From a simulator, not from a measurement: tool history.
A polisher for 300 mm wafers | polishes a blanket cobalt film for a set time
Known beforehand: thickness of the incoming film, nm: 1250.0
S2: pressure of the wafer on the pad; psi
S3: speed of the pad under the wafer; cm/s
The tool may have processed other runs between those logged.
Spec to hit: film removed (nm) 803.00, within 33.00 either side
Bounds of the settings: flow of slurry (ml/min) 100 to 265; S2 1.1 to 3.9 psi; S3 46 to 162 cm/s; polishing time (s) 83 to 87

{"run": 1, "hour": 0.0, "flow of slurry (ml/min)": 170, "S2": 2.5, "S3": 104, "polishing time (s)": 83, "film removed (nm)": 460.62}
{"run": 2, "hour": 8.8, "flow of slurry (ml/min)": 170, "S2": 2.7, "S3": 104, "polishing time (s)": 83, "film removed (nm)": 496.58}
{"run": 3, "hour": 17.8, "flow of slurry (ml/min)": 170, "S2": 2.7, "S3": 114, "polishing time (s)": 83, "film removed (nm)": 535.47}
{"run": 4, "hour": 26.5, "flow of slurry (ml/min)": 190, "S2": 2.7, "S3": 114, "polishing time (s)": 83, "film removed (nm)": 536.05}
{"run": 5, "hour": 27.1, "flow of slurry (ml/min)": 190, "S2": 2.7, "S3": 126, "polishing time (s)": 83, "film removed (nm)": 581.97}
{"run": 6, "hour": 34.7, "flow of slurry (ml/min)": 175, "S2": 2.7, "S3": 126, "polishing time (s)": 83, "film removed (nm)": 578.9}
{"run": 7, "hour": 35.6, "flow of slurry (ml/min)": 175, "S2": 2.8, "S3": 126, "polishing time (s)": 83, "film removed (nm)": 592.3}
{"run": 8, "hour": 37.0, "flow of slurry (ml/min)": 175, "S2": 2.9, "S3": 126, "polishing time (s)": 83, "film removed (nm)": 618.06}

Exactly one of the 4 candidate moves below puts every result within its allowed miss. Which one?
{"run": "A", "hour": 38.4, "flow of slurry (ml/min)": 165, "S2": 3.2, "S3": 132, "polishing time (s)": 85, "film removed (nm)": "?"}
{"run": "B", "hour": 38.4, "flow of slurry (ml/min)": 150, "S2": 2.7, "S3": 160, "polishing time (s)": 87, "film removed (nm)": "?"}
{"run": "C", "hour": 38.4, "flow of slurry (ml/min)": 120, "S2": 3.2, "S3": 152, "polishing time (s)": 87, "film removed (nm)": "?"}
{"run": "D", "hour": 38.4, "flow of slurry (ml/min)": 190, "S2": 3.0, "S3": 134, "polishing time (s)": 87, "film removed (nm)": "?"}

move=A film_removed_(nm)=713.24
move=B film_removed_(nm)=714.05
move=C film_removed_(nm)=785.35
move=D film_removed_(nm)=704.90
A: nearer the targets than the last run, but a result is still out of spec
B: nearer the targets than the last run, but a result is still out of spec
C: every result lands within tolerance
D: nearer the targets than the last run, but a result is still out of spec
So the answer is move C, the one that meets all the targets.
